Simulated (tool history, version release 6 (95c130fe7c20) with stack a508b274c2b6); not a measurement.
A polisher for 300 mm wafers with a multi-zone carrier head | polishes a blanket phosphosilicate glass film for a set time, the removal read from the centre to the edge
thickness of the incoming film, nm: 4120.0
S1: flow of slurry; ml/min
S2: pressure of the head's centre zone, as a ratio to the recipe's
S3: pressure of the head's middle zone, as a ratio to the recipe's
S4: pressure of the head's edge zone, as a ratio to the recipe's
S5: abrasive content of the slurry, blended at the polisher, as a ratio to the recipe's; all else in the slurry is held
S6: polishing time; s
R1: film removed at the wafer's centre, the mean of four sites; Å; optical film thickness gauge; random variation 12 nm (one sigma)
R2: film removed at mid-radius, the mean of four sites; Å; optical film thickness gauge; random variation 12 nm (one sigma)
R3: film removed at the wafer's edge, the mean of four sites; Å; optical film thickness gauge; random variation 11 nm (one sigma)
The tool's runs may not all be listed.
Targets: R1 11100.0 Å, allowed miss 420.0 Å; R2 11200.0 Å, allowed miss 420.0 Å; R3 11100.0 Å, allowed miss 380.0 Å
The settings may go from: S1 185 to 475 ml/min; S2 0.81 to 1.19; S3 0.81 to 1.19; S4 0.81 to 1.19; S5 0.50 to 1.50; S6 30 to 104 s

run	hour	S1	S2	S3	S4	S5	S6	R1	R2	R3
1	0.0	305	1.00	1.00	1.00	1.00	67	7237.8	7270.7	7014.9
2	8.1	305	1.00	1.00	1.00	1.00	73	7963.6	7778.9	7725.1
3	13.0	305	1.00	1.00	1.00	1.00	89	9557.7	9744.7	9382.1
4	13.7	310	1.01	1.01	1.03	1.05	89	9886.4	9831.5	9470.9
5	14.3	310	1.01	1.01	1.03	0.85	89	9109.3	9228.9	8899.4
6	18.2	310	1.09	1.01	1.03	0.85	89	9760.1	9140.3	8987.4
7	26.2	305	1.07	1.01	1.05	0.95	90	9900.3	9609.7	9639.3
8	30.0	330	1.12	1.10	1.15	1.15	90	11514.0	11103.0	10884.0
9	38.7	330	1.11	1.10	1.16	1.15	90	11199.0	11038.0	10848.0
10	39.4	330	1.11	1.10	1.16	1.15	90	11418.0	10813.0	10564.0
11	43.6	330	1.11	1.10	1.16	1.15	90	11424.0	11082.0	10556.0

Which of these 5 next moves meets every target?
A	47.8	320	1.06	1.09	1.19	1.00	96	?	?	?
B	47.8	300	1.12	1.11	1.19	1.20	85	?	?	?
C	47.8	325	1.12	1.19	1.17	1.40	80	?	?	?
D	47.8	300	1.15	1.13	1.11	1.10	88	?	?	?
E	47.8	365	1.19	1.16	1.14	1.05	87	?	?	?

move	R1	R2	R3
A	10747.0	11195.0	11182.0
B	10654.0	10638.0	10499.0
C	10610.0	11134.0	10331.0
D	11002.0	10834.0	10180.0
E	11234.0	10876.0	10134.0
A: meets every target
B: further off than the last run
C: further off than the last run
D: further off than the last run
E: further off than the last run
The right move is A.
